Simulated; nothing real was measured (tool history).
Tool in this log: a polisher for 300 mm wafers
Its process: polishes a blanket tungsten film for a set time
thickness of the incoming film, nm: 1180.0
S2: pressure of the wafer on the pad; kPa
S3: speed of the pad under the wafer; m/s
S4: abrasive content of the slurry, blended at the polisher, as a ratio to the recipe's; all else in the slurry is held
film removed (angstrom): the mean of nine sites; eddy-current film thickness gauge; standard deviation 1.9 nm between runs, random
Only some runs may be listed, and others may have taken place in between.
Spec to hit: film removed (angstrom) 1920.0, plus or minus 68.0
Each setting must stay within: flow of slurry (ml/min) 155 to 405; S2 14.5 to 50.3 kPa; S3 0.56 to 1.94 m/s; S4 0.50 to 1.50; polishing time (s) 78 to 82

Run 1, day 0.000: flow of slurry (ml/min) 260, S2 32.4 kPa, S3 1.24 m/s, S4 1.00, polishing time (s) 78. Result: film removed (angstrom) 5168.4.
Run 2, day 0.154: flow of slurry (ml/min) 260, S2 27.6 kPa, S3 1.10 m/s, S4 1.00, polishing time (s) 78. Result: film removed (angstrom) 3871.0.
Run 3, day 0.292: flow of slurry (ml/min) 260, S2 27.6 kPa, S3 1.10 m/s, S4 1.15, polishing time (s) 78. Result: film removed (angstrom) 4146.3.
Run 4, day 0.421: flow of slurry (ml/min) 260, S2 24.1 kPa, S3 1.00 m/s, S4 1.15, polishing time (s) 78. Result: film removed (angstrom) 3278.5.
Run 5, day 0.467: flow of slurry (ml/min) 260, S2 28.3 kPa, S3 1.00 m/s, S4 1.15, polishing time (s) 78. Result: film removed (angstrom) 3770.4.
Run 6, day 0.667: flow of slurry (ml/min) 260, S2 21.4 kPa, S3 1.00 m/s, S4 1.15, polishing time (s) 78. Result: film removed (angstrom) 2900.3.
Run 7, day 0.971: flow of slurry (ml/min) 260, S2 19.3 kPa, S3 0.96 m/s, S4 1.15, polishing time (s) 78. Result: film removed (angstrom) 2533.2.
Run 8, day 1.221: flow of slurry (ml/min) 260, S2 19.3 kPa, S3 0.96 m/s, S4 1.15, polishing time (s) 78. Result: film removed (angstrom) 2556.3.
Run 9, day 1.517: flow of slurry (ml/min) 255, S2 14.5 kPa, S3 0.76 m/s, S4 1.15, polishing time (s) 78. Result: film removed (angstrom) 1537.7.
Run 10, day 1.650: flow of slurry (ml/min) 270, S2 15.9 kPa, S3 0.76 m/s, S4 1.15, polishing time (s) 78. Result: film removed (angstrom) 1683.5.
Run 11, day 1.842: flow of slurry (ml/min) 275, S2 16.5 kPa, S3 0.76 m/s, S4 1.15, polishing time (s) 78. Result: film removed (angstrom) 1780.3.
Run 12, day 2.017: flow of slurry (ml/min) 285, S2 16.5 kPa, S3 0.76 m/s, S4 1.15, polishing time (s) 78. Result: film removed (angstrom) 1799.6.
Run 13, day 2.138: flow of slurry (ml/min) 295, S2 16.5 kPa, S3 0.76 m/s, S4 1.15, polishing time (s) 78. Result: film removed (angstrom) 1796.9.
Run 14, day 2.179: flow of slurry (ml/min) 295, S2 19.3 kPa, S3 0.76 m/s, S4 1.15, polishing time (s) 78. Result: film removed (angstrom) 2044.0.
Run 15, day 2.212: flow of slurry (ml/min) 285, S2 19.3 kPa, S3 0.76 m/s, S4 1.15, polishing time (s) 78. Result: film removed (angstrom) 2045.1.
Run 16, day 2.567: flow of slurry (ml/min) 275, S2 19.3 kPa, S3 0.76 m/s, S4 1.15, polishing time (s) 78. Result: film removed (angstrom) 2021.1.
Run 17, day 2.742: flow of slurry (ml/min) 270, S2 19.3 kPa, S3 0.76 m/s, S4 1.15, polishing time (s) 78. Result: film removed (angstrom) 2013.1.
Run 18, day 2.975: flow of slurry (ml/min) 265, S2 19.3 kPa, S3 0.76 m/s, S4 1.15, polishing time (s) 78. Result: film removed (angstrom) 2042.8.

Consider the 5 candidate settings below. Which is the only one whose results all fall within their allowed miss of target?
Run A, day 3.208: flow of slurry (ml/min) 315, S2 22.8 kPa, S3 0.56 m/s, S4 1.10, polishing time (s) 78. Result: film removed (angstrom) ?.
Run B, day 3.208: flow of slurry (ml/min) 230, S2 20.0 kPa, S3 0.70 m/s, S4 1.20, polishing time (s) 78. Result: film removed (angstrom) ?.
Run C, day 3.208: flow of slurry (ml/min) 275, S2 15.9 kPa, S3 0.78 m/s, S4 1.20, polishing time (s) 79. Result: film removed (angstrom) ?.
Run D, day 3.208: flow of slurry (ml/min) 280, S2 17.9 kPa, S3 0.86 m/s, S4 1.10, polishing time (s) 78. Result: film removed (angstrom) ?.
Run E, day 3.208: flow of slurry (ml/min) 230, S2 15.9 kPa, S3 0.82 m/s, S4 1.10, polishing time (s) 78. Result: film removed (angstrom) ?.

move  film removed (angstrom)
   A                   1744.6
   B                   1891.1
   C                   1742.0
   D                   2064.1
   E                   1717.0
A: the result that was furthest off in the last run now lies on the other side of its target
B: every result within its allowed miss
C: the result that was furthest off in the last run now lies on the other side of its target
D: further off than the last run
E: the result that was furthest off in the last run now lies on the other side of its target
Go with B: it meets all targets.
